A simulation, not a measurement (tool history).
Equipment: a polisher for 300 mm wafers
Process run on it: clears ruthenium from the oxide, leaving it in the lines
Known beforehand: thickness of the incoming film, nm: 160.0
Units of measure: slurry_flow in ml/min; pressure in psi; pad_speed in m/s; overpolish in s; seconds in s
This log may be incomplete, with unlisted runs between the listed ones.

run  hour  slurry_flow  pressure  pad_speed  overpolish  seconds
  1     0          310       1.5       1.26          11   176.08
  2     9          310       1.5       1.26           8   175.86
  3  16.3          310       1.5       1.52           8   147.94
  4  20.1          310       1.5       1.72           8   128.97
  5  27.4          310       1.2       1.68           8   159.82
  6  32.4          310       1.4       1.68           8    139.9
  7  41.3          310       1.2       1.64           8   163.87
  8  46.8          310         1       1.62           8   192.45
  9  55.9          310       0.9       1.62           8   211.61
 10  63.4          310       0.8       1.62           8   228.56
 11  71.2          310       0.7       1.62           8   249.65

What does the tool deliver on the next run?
 12  72.7          310       0.8       1.62           8        ?

seconds: 229.6 s
